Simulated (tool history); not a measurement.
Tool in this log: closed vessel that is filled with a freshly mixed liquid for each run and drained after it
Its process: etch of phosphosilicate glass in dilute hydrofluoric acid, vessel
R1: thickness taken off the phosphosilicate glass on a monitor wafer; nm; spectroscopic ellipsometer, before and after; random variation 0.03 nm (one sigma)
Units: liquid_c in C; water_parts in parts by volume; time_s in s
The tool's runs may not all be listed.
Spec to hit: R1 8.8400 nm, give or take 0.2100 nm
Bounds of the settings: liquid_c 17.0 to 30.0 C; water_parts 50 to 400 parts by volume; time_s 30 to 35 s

Run 1, hour 0.0: liquid_c 22.0 C, water_parts 225 parts by volume, time_s 35 s. Result: R1 17.1330 nm.
Run 2, hour 4.1: liquid_c 20.5 C, water_parts 225 parts by volume, time_s 35 s. Result: R1 16.1380 nm.
Run 3, hour 12.6: liquid_c 20.0 C, water_parts 240 parts by volume, time_s 35 s. Result: R1 14.6100 nm.
Run 4, hour 17.2: liquid_c 21.5 C, water_parts 240 parts by volume, time_s 35 s. Result: R1 15.5180 nm.
Run 5, hour 18.9: liquid_c 20.5 C, water_parts 255 parts by volume, time_s 35 s. Result: R1 13.9380 nm.
Run 6, hour 19.6: liquid_c 20.0 C, water_parts 270 parts by volume, time_s 35 s. Result: R1 12.7340 nm.
Run 7, hour 23.6: liquid_c 19.5 C, water_parts 280 parts by volume, time_s 35 s. Result: R1 11.9120 nm.
Run 8, hour 26.6: liquid_c 19.0 C, water_parts 290 parts by volume, time_s 35 s. Result: R1 11.2800 nm.
Run 9, hour 28.8: liquid_c 18.5 C, water_parts 295 parts by volume, time_s 35 s. Result: R1 10.7890 nm.
Run 10, hour 30.8: liquid_c 18.0 C, water_parts 300 parts by volume, time_s 35 s. Result: R1 10.3890 nm.
Run 11, hour 38.9: liquid_c 18.0 C, water_parts 300 parts by volume, time_s 35 s. Result: R1 10.3480 nm.
Run 12, hour 43.2: liquid_c 18.0 C, water_parts 305 parts by volume, time_s 35 s. Result: R1 10.1670 nm.
Run 13, hour 50.1: liquid_c 18.0 C, water_parts 310 parts by volume, time_s 35 s. Result: R1 9.8989 nm.
Run 14, hour 58.7: liquid_c 18.0 C, water_parts 315 parts by volume, time_s 35 s. Result: R1 9.7084 nm.

Which of these 5 next moves meets every target?
Run A, hour 67.3: liquid_c 17.0 C, water_parts 290 parts by volume, time_s 30 s. Result: R1 ?.
Run B, hour 67.3: liquid_c 17.0 C, water_parts 345 parts by volume, time_s 35 s. Result: R1 ?.
Run C, hour 67.3: liquid_c 17.5 C, water_parts 315 parts by volume, time_s 35 s. Result: R1 ?.
Run D, hour 67.3: liquid_c 17.5 C, water_parts 275 parts by volume, time_s 35 s. Result: R1 ?.
Run E, hour 67.3: liquid_c 21.0 C, water_parts 340 parts by volume, time_s 30 s. Result: R1 ?.

move       R1
   A   8.9174
   B   8.3576
   C   9.5578
   D  11.3260
   E   8.4360
A: meets every target
B: moves the result that the last run missed by most past its target, out the other side
C: better than the last run, though not everything is in spec
D: further off than the last run
E: moves the result that the last run missed by most past its target, out the other side
Move A is the one to make.
